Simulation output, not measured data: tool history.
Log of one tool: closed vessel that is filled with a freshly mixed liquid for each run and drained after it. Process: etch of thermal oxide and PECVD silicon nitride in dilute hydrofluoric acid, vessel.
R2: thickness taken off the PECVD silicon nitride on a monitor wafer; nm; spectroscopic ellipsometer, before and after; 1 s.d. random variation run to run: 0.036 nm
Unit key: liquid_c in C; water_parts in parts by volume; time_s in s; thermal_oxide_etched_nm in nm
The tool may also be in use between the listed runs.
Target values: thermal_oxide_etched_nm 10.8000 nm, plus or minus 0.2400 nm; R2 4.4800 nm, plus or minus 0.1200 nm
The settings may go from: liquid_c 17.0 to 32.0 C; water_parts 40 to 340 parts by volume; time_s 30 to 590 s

{"run": 1, "hour": 0.0, "liquid_c": 24.0, "water_parts": 190, "time_s": 300, "thermal_oxide_etched_nm": 6.7048, "R2": 2.5237}
{"run": 2, "hour": 2.5, "liquid_c": 25.5, "water_parts": 175, "time_s": 295, "thermal_oxide_etched_nm": 7.7129, "R2": 2.9812}
{"run": 3, "hour": 5.7, "liquid_c": 25.5, "water_parts": 240, "time_s": 295, "thermal_oxide_etched_nm": 5.2465, "R2": 2.1872}
{"run": 4, "hour": 8.2, "liquid_c": 22.5, "water_parts": 240, "time_s": 295, "thermal_oxide_etched_nm": 4.7144, "R2": 1.7972}
{"run": 5, "hour": 16.1, "liquid_c": 24.5, "water_parts": 210, "time_s": 290, "thermal_oxide_etched_nm": 5.8742, "R2": 2.319}
{"run": 6, "hour": 21.9, "liquid_c": 22.5, "water_parts": 210, "time_s": 290, "thermal_oxide_etched_nm": 5.4906, "R2": 2.0109}
{"run": 7, "hour": 23.6, "liquid_c": 24.5, "water_parts": 190, "time_s": 285, "thermal_oxide_etched_nm": 6.5843, "R2": 2.4783}
{"run": 8, "hour": 30.6, "liquid_c": 26.0, "water_parts": 175, "time_s": 280, "thermal_oxide_etched_nm": 7.4957, "R2": 2.9203}
{"run": 9, "hour": 33.9, "liquid_c": 30.0, "water_parts": 125, "time_s": 270, "thermal_oxide_etched_nm": 12.628, "R2": 5.0861}
{"run": 10, "hour": 37.0, "liquid_c": 30.0, "water_parts": 135, "time_s": 275, "thermal_oxide_etched_nm": 11.584, "R2": 4.7827}
{"run": 11, "hour": 44.9, "liquid_c": 29.5, "water_parts": 150, "time_s": 280, "thermal_oxide_etched_nm": 10.255, "R2": 4.243}

Exactly one of the 5 candidate moves below puts every result within its allowed miss. Which one?
{"run": "A", "hour": 52.8, "liquid_c": 31.5, "water_parts": 165, "time_s": 290, "thermal_oxide_etched_nm": "?", "R2": "?"}
{"run": "B", "hour": 52.8, "liquid_c": 31.0, "water_parts": 175, "time_s": 305, "thermal_oxide_etched_nm": "?", "R2": "?"}
{"run": "C", "hour": 52.8, "liquid_c": 30.0, "water_parts": 145, "time_s": 280, "thermal_oxide_etched_nm": "?", "R2": "?"}
{"run": "D", "hour": 52.8, "liquid_c": 32.0, "water_parts": 155, "time_s": 255, "thermal_oxide_etched_nm": "?", "R2": "?"}
{"run": "E", "hour": 52.8, "liquid_c": 29.5, "water_parts": 150, "time_s": 285, "thermal_oxide_etched_nm": "?", "R2": "?"}

move=A thermal_oxide_etched_nm=10.1630 R2=4.4348
move=B thermal_oxide_etched_nm=9.7746 R2=4.2620
move=C thermal_oxide_etched_nm=10.8710 R2=4.4594
move=D thermal_oxide_etched_nm=9.8118 R2=4.2839
move=E thermal_oxide_etched_nm=10.4360 R2=4.2532
A: moves away from the targets compared with the last run
B: moves away from the targets compared with the last run
C: meets every target
D: moves away from the targets compared with the last run
E: closes in on the targets versus the last run, not all within tolerance yet
Answer: C
